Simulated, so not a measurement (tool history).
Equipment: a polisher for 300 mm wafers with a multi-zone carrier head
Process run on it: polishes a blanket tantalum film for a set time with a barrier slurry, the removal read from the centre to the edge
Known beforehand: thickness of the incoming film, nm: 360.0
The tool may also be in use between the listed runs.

run,hour,flow of slurry (ml/min),pressure of the head's centre zone,pressure of the head's middle zone,pressure of the head's edge zone,abrasive content of the slurry,polishing time (s),film removed at the wafer's centre (angstrom),film removed at mid-radius (angstrom),film removed at the wafer's edge (angstrom)
1,0,155,1,1,1,1,84,771.76,760,766.38
2,3.8,155,1,1,0.92,1,84,769.34,757.05,744.02
3,5.4,155,0.94,1,0.92,1,84,723.26,759.52,755.27
4,5.9,150,0.92,1,0.91,0.95,84,685.16,738.14,744.61
5,11.9,150,0.98,1,0.91,0.95,84,736.87,743.95,732.65
6,18.2,145,0.95,1.01,0.9,0.9,84,693.15,726.13,721.6
7,23.9,140,0.93,1.02,0.89,0.85,84,670.51,703.4,694.21
8,26.7,135,0.91,1.03,0.9,0.85,84,647.4,713.9,694.75
9,29.3,130,0.89,1.03,0.9,0.85,84,630.39,709.23,692.96
10,35.8,100,0.81,1.04,0.9,0.8,84,523.93,657.91,647.2
# hour 37.1: worn pad replaced by a new one
11,37.1,105,0.81,1.04,0.9,0.8,84,586,753.04,741.01

Estimate the outcome of run 12 from the log above:
12,40.2,105,0.81,1.04,0.9,0.8,84,?,?,?

Run 12 gave film removed at the wafer's centre (angstrom) 596.16, film removed at mid-radius (angstrom) 751.87, film removed at the wafer's edge (angstrom) 736.18.

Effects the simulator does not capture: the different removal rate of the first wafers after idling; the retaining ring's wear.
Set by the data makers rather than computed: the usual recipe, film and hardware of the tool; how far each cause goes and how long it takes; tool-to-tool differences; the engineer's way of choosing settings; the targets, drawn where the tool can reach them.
